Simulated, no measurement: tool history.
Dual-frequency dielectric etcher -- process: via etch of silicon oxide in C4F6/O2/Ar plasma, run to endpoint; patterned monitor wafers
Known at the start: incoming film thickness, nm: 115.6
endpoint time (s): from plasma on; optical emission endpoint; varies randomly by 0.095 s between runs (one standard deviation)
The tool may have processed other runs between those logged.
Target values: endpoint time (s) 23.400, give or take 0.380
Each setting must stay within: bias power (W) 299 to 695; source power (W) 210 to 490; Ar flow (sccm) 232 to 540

Run 1, hour 0.0: bias power (W) 497, source power (W) 350, Ar flow (sccm) 386. Result: endpoint time (s) 27.932.
Run 2, hour 0.8: bias power (W) 497, source power (W) 320, Ar flow (sccm) 386. Result: endpoint time (s) 28.855.
Run 3, hour 8.8: bias power (W) 497, source power (W) 320, Ar flow (sccm) 448. Result: endpoint time (s) 29.681.
Run 4, hour 11.4: bias power (W) 497, source power (W) 360, Ar flow (sccm) 448. Result: endpoint time (s) 28.184.
Run 5, hour 16.8: bias power (W) 497, source power (W) 420, Ar flow (sccm) 448. Result: endpoint time (s) 26.303.
Run 6, hour 23.4: bias power (W) 561, source power (W) 420, Ar flow (sccm) 448. Result: endpoint time (s) 25.092.
Run 7, hour 31.4: bias power (W) 581, source power (W) 420, Ar flow (sccm) 448. Result: endpoint time (s) 24.542.
Run 8, hour 38.4: bias power (W) 593, source power (W) 420, Ar flow (sccm) 448. Result: endpoint time (s) 24.476.
Run 9, hour 40.8: bias power (W) 606, source power (W) 420, Ar flow (sccm) 448. Result: endpoint time (s) 24.192.
Run 10, hour 46.8: bias power (W) 615, source power (W) 420, Ar flow (sccm) 448. Result: endpoint time (s) 23.947.
Run 11, hour 52.5: bias power (W) 621, source power (W) 420, Ar flow (sccm) 448. Result: endpoint time (s) 23.919.
Run 12, hour 53.6: bias power (W) 627, source power (W) 420, Ar flow (sccm) 448. Result: endpoint time (s) 23.888.
Run 13, hour 60.5: bias power (W) 627, source power (W) 420, Ar flow (sccm) 448. Result: endpoint time (s) 23.957.

Which of these 4 next moves meets every target?
Run A, hour 67.4: bias power (W) 596, source power (W) 440, Ar flow (sccm) 389. Result: endpoint time (s) ?.
Run B, hour 67.4: bias power (W) 638, source power (W) 480, Ar flow (sccm) 457. Result: endpoint time (s) ?.
Run C, hour 67.4: bias power (W) 616, source power (W) 400, Ar flow (sccm) 404. Result: endpoint time (s) ?.
Run D, hour 67.4: bias power (W) 615, source power (W) 420, Ar flow (sccm) 481. Result: endpoint time (s) ?.

move  endpoint time (s)
   A             23.680
   B             22.665
   C             24.394
   D             24.447
A: hits every target within its allowed miss
B: moves the result that the last run missed by most past its target, out the other side
C: moves away from the targets compared with the last run
D: moves away from the targets compared with the last run
So the answer is move A, the one that meets all the targets.

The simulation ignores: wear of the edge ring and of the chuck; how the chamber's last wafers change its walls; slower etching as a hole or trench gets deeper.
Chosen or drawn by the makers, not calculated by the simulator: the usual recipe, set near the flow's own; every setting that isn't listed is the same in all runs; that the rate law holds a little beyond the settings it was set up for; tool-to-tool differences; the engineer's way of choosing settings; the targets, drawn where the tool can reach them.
